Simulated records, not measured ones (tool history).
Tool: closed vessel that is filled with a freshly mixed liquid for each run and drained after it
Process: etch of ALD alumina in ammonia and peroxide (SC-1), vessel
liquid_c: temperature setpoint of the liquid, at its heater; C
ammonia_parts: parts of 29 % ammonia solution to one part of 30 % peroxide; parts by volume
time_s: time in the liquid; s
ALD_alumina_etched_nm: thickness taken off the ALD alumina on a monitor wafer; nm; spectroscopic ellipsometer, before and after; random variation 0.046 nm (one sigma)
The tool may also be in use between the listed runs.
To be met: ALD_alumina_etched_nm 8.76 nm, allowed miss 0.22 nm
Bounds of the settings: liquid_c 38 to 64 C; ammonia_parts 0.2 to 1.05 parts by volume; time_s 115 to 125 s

{"run": 1, "hour": 0.0, "liquid_c": 48, "ammonia_parts": 0.55, "time_s": 115, "ALD_alumina_etched_nm": 6.5578}
{"run": 2, "hour": 2.0, "liquid_c": 48, "ammonia_parts": 0.55, "time_s": 125, "ALD_alumina_etched_nm": 7.1361}
{"run": 3, "hour": 4.0, "liquid_c": 48, "ammonia_parts": 0.55, "time_s": 125, "ALD_alumina_etched_nm": 7.1371}
{"run": 4, "hour": 12.3, "liquid_c": 48, "ammonia_parts": 0.55, "time_s": 115, "ALD_alumina_etched_nm": 6.5947}
{"run": 5, "hour": 19.1, "liquid_c": 41, "ammonia_parts": 0.55, "time_s": 115, "ALD_alumina_etched_nm": 4.3943}
{"run": 6, "hour": 22.2, "liquid_c": 45, "ammonia_parts": 0.55, "time_s": 115, "ALD_alumina_etched_nm": 5.5029}
{"run": 7, "hour": 24.7, "liquid_c": 47.5, "ammonia_parts": 0.55, "time_s": 115, "ALD_alumina_etched_nm": 6.4086}
{"hour": 25.9, "done": "ammonia flow meter replaced"}
{"run": 8, "hour": 25.9, "liquid_c": 49, "ammonia_parts": 0.55, "time_s": 115, "ALD_alumina_etched_nm": 6.8616}
{"run": 9, "hour": 30.7, "liquid_c": 49, "ammonia_parts": 0.55, "time_s": 115, "ALD_alumina_etched_nm": 6.8767}

Which of these 4 next moves meets every target?
{"run": "A", "hour": 35.5, "liquid_c": 50.5, "ammonia_parts": 0.65, "time_s": 125, "ALD_alumina_etched_nm": "?"}
{"run": "B", "hour": 35.5, "liquid_c": 51.5, "ammonia_parts": 0.7, "time_s": 125, "ALD_alumina_etched_nm": "?"}
{"run": "C", "hour": 35.5, "liquid_c": 51, "ammonia_parts": 0.45, "time_s": 125, "ALD_alumina_etched_nm": "?"}
{"run": "D", "hour": 35.5, "liquid_c": 54, "ammonia_parts": 0.25, "time_s": 115, "ALD_alumina_etched_nm": "?"}

move=A ALD_alumina_etched_nm=8.2023
move=B ALD_alumina_etched_nm=8.7235
move=C ALD_alumina_etched_nm=8.1409
move=D ALD_alumina_etched_nm=8.3304
A: nearer than the last run, and not there yet
B: meets every target
C: nearer than the last run, and not there yet
D: nearer than the last run, and not there yet
The right move is B.

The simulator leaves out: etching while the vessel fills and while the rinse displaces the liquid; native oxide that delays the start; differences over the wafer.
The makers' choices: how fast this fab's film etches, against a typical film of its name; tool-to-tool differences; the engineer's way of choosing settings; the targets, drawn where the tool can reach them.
